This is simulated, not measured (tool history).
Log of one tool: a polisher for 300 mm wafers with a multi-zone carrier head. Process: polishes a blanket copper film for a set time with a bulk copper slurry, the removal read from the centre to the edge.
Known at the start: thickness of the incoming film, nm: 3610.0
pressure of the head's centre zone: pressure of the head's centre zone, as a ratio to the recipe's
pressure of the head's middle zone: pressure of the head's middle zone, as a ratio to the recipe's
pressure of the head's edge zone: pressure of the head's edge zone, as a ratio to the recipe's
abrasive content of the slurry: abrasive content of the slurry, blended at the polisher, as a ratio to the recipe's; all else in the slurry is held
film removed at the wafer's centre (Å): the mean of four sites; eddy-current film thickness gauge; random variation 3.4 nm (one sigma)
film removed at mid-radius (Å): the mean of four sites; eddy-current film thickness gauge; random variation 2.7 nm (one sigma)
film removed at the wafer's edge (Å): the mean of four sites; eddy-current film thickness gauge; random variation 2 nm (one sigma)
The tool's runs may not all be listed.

run	hour	flow of slurry (ml/min)	pressure of the head's centre zone	pressure of the head's middle zone	pressure of the head's edge zone	abrasive content of the slurry	polishing time (s)	film removed at the wafer's centre (Å)	film removed at mid-radius (Å)	film removed at the wafer's edge (Å)
1	0.0	225	1.00	1.00	1.00	1.00	70	5312.3	5413.7	5246.5
2	2.4	225	1.07	1.00	1.00	1.00	70	5675.3	5476.3	5281.2
3	5.8	220	1.07	0.96	0.96	0.85	64	5175.6	4733.9	4555.5
4	10.0	205	1.05	0.92	0.94	0.75	60	4494.3	4146.0	4136.0
5	18.9	205	1.06	0.89	0.91	0.70	57	4337.0	3762.2	3814.8
6	22.2	200	1.05	0.87	0.88	0.65	56	4156.7	3544.1	3594.6
7	29.2	190	1.04	0.86	0.86	0.60	56	4020.5	3466.5	3516.0
8	30.0	185	1.04	0.85	0.85	0.55	56	3836.3	3436.1	3467.3
9	35.2	185	1.04	0.85	0.85	0.55	56	3883.0	3375.7	3451.3

Forecast run 10:
10	40.6	185	1.04	0.85	0.85	0.55	56	?	?	?

{"run 10": {"film removed at the wafer's centre (Å)": 3931.8, "film removed at mid-radius (Å)": 3380.2, "film removed at the wafer's edge (Å)": 3485.2}}
